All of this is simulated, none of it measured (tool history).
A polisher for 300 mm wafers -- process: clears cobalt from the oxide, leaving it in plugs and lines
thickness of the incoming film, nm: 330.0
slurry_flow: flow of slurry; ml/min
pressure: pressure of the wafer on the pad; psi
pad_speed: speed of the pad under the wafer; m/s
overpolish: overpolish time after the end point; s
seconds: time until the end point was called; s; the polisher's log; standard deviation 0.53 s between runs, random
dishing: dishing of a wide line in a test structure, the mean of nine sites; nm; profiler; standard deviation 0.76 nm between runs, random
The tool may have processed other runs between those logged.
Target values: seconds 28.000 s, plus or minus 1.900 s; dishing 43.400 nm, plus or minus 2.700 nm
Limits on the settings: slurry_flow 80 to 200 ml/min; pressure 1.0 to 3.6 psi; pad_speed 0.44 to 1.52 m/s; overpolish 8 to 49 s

| run | hour | slurry_flow | pressure | pad_speed | overpolish | seconds | dishing |
|---|---|---|---|---|---|---|---|
| 1 | 0.0 | 130 | 2.3 | 0.98 | 25 | 49.200 | 51.941 |
| 2 | 4.4 | 130 | 2.3 | 0.80 | 25 | 58.924 | 50.194 |
| 3 | 10.1 | 130 | 2.5 | 0.82 | 23 | 52.737 | 50.451 |
| 4 | 12.9 | 130 | 2.9 | 0.82 | 23 | 46.620 | 54.565 |
| 5 | 16.6 | 130 | 3.3 | 0.82 | 23 | 41.732 | 54.477 |
| 6 | 19.8 | 130 | 3.3 | 0.62 | 23 | 55.040 | 51.047 |
|  | 26.5 | worn pad replaced by a new one |
| 7 | 26.5 | 140 | 3.3 | 0.68 | 21 | 43.644 | 51.940 |
| 8 | 32.9 | 150 | 3.2 | 0.68 | 19 | 45.265 | 51.389 |
| 9 | 33.7 | 155 | 3.2 | 0.70 | 18 | 43.287 | 51.144 |
| 10 | 37.4 | 160 | 3.2 | 0.72 | 17 | 39.791 | 51.233 |
| 11 | 38.9 | 165 | 3.2 | 0.74 | 16 | 38.292 | 49.281 |
| 12 | 43.6 | 170 | 3.2 | 0.76 | 15 | 39.909 | 49.152 |
| 13 | 52.0 | 175 | 3.2 | 0.82 | 14 | 36.962 | 48.238 |
| 14 | 60.9 | 180 | 3.2 | 0.86 | 13 | 33.733 | 48.927 |

Pick the move, out of 5, that brings all results within their allowed miss; only one does.
| A | 69.8 | 165 | 3.5 | 0.62 | 34 | ? | ? |
| B | 69.8 | 175 | 3.1 | 0.68 | 38 | ? | ? |
| C | 69.8 | 200 | 3.0 | 1.08 | 8 | ? | ? |
| D | 69.8 | 190 | 3.6 | 1.10 | 11 | ? | ? |
| E | 69.8 | 180 | 3.2 | 1.24 | 11 | ? | ? |

| move | seconds | dishing |
|---|---|---|
| A | 43.425 | 57.603 |
| B | 44.348 | 58.025 |
| C | 28.730 | 43.555 |
| D | 23.779 | 52.434 |
| E | 23.935 | 52.342 |
A: moves away from the targets compared with the last run
B: moves away from the targets compared with the last run
C: all results land within tolerance of their targets
D: the result that was furthest off in the last run now lies on the other side of its target
E: the result that was furthest off in the last run now lies on the other side of its target
C meets every target.

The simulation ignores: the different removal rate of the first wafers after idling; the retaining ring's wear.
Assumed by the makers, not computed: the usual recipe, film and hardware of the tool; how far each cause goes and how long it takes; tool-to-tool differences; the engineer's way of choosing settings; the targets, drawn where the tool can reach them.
